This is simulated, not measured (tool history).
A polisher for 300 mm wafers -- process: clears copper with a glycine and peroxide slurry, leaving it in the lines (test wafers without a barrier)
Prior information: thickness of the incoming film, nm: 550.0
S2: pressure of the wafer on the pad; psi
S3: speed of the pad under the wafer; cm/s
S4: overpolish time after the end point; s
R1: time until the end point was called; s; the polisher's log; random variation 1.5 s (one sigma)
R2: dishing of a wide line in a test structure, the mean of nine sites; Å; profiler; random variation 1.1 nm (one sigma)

run 1 hour=0 | flow_of_slurry_(ml/min)=180 S2=2.4 S3=90 S4=19 | R1=120.01 R2=562.29
run 2 hour=5.1 | flow_of_slurry_(ml/min)=175 S2=2.6 S3=90 S4=22 | R1=122.06 R2=640.91
run 3 hour=10.7 | flow_of_slurry_(ml/min)=180 S2=2.9 S3=92 S4=24 | R1=108.6 R2=736.42
run 4 hour=14.8 | flow_of_slurry_(ml/min)=225 S2=2.9 S3=92 S4=24 | R1=106.02 R2=750.74
run 5 hour=19.4 | flow_of_slurry_(ml/min)=225 S2=3.4 S3=92 S4=24 | R1=96.674 R2=801.58
run 6 hour=26.8 | flow_of_slurry_(ml/min)=225 S2=3.3 S3=94 S4=26 | R1=97.687 R2=862.11
run 7 hour=29.8 | flow_of_slurry_(ml/min)=225 S2=3.3 S3=94 S4=27 | R1=98.296 R2=886.68
run 8 hour=32.8 | flow_of_slurry_(ml/min)=225 S2=3.3 S3=94 S4=28 | R1=94.476 R2=906.3
run 9 hour=41 | flow_of_slurry_(ml/min)=225 S2=3.2 S3=94 S4=29 | R1=97.103 R2=905.04

Forecast run 10:
run 10 hour=46.9 | flow_of_slurry_(ml/min)=225 S2=3.2 S3=94 S4=30 | R1=? R2=?

{"run 10": {"R1": 98.24, "R2": 924.31}}
